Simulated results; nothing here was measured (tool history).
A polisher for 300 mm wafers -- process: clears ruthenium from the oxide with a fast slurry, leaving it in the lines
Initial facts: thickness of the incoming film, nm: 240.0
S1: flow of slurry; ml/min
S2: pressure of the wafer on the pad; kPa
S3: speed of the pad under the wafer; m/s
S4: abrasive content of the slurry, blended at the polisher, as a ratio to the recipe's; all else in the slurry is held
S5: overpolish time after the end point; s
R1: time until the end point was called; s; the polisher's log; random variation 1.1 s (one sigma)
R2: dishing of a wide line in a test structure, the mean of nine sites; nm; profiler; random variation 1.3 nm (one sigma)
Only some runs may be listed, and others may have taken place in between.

run	hour	S1	S2	S3	S4	S5	R1	R2
1	0.0	220	14.5	1.04	1.00	20	87.584	36.802
2	7.6	220	14.5	1.04	0.85	20	92.043	34.292
3	11.4	220	15.2	1.04	0.85	21	90.043	37.389
4	14.8	220	15.2	1.04	0.85	13	91.260	24.584
5	17.5	220	15.2	1.04	0.85	7	90.709	14.054
6	22.8	220	15.9	1.04	0.85	9	85.825	18.277

Forecast run 7:
7	26.4	220	16.5	1.04	0.85	11	?	?

Run 7 measured R1 84.766 s, R2 22.697 nm.
